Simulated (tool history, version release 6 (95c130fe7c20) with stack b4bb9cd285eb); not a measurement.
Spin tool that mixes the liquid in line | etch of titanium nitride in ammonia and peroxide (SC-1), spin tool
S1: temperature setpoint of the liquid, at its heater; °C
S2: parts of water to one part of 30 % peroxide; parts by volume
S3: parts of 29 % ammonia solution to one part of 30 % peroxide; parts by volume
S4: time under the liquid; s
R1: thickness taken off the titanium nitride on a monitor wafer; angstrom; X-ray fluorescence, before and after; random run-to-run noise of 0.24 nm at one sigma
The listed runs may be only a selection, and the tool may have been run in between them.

| run | day | S1 | S2 | S3 | S4 | R1 |
|---|---|---|---|---|---|---|
| 1 | 0.000 | 50.0 | 15 | 0.75 | 140 | 86.869 |
| 2 | 0.308 | 47.0 | 15 | 0.75 | 140 | 69.886 |
| 3 | 0.496 | 51.5 | 15 | 0.75 | 140 | 96.593 |
| 4 | 0.825 | 55.0 | 15 | 0.75 | 140 | 121.410 |
| 5 | 1.175 | 59.5 | 15 | 0.75 | 140 | 166.010 |
| 6 | 1.450 | 61.0 | 15 | 0.75 | 140 | 184.800 |
| 7 | 1.767 | 62.0 | 15 | 0.75 | 140 | 195.970 |
| 8 | 1.971 | 63.0 | 15 | 0.75 | 140 | 212.380 |
| 9 | 2.125 | 63.5 | 15 | 0.75 | 140 | 214.900 |

What does the tool deliver on the next run?
| 10 | 2.167 | 63.5 | 15 | 0.75 | 140 | ? |

R1: 211.970 angstrom
